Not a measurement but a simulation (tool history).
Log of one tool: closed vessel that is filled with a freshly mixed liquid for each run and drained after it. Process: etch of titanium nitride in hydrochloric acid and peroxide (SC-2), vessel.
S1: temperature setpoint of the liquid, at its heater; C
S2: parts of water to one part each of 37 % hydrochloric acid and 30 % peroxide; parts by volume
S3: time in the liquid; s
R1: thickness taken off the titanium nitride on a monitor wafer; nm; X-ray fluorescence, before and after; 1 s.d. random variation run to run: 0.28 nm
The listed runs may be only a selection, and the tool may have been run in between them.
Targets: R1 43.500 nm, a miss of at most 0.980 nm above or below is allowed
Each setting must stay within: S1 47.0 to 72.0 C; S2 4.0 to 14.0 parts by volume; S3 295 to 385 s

run 1 hour=0.0 | S1=63.0 S2=7.5 S3=385 | R1=29.290
run 2 hour=6.7 | S1=63.0 S2=6.5 S3=385 | R1=32.632
run 3 hour=10.1 | S1=63.0 S2=6.5 S3=295 | R1=24.906
run 4 hour=17.1 | S1=65.5 S2=6.5 S3=295 | R1=28.815
run 5 hour=22.9 | S1=67.5 S2=6.0 S3=295 | R1=34.630
run 6 hour=25.2 | S1=68.5 S2=6.0 S3=295 | R1=36.726
run 7 hour=34.0 | S1=69.5 S2=6.0 S3=295 | R1=39.335
run 8 hour=40.4 | S1=70.0 S2=6.0 S3=295 | R1=40.300
run 9 hour=49.0 | S1=70.5 S2=6.0 S3=295 | R1=41.512

Consider the 4 candidate settings below. Which is the only one whose results all fall within their allowed miss of target?
run A hour=57.6 | S1=69.5 S2=6.5 S3=350 | R1=?
run B hour=57.6 | S1=67.5 S2=5.5 S3=325 | R1=?
run C hour=57.6 | S1=71.0 S2=7.5 S3=330 | R1=?
run D hour=57.6 | S1=69.0 S2=6.5 S3=340 | R1=?

move=A R1=43.509
move=B R1=40.542
move=C R1=40.174
move=D R1=41.029
A: hits every target within its allowed miss
B: lands further from the targets than the last run did
C: lands further from the targets than the last run did
D: lands further from the targets than the last run did
Move A is the one to make.

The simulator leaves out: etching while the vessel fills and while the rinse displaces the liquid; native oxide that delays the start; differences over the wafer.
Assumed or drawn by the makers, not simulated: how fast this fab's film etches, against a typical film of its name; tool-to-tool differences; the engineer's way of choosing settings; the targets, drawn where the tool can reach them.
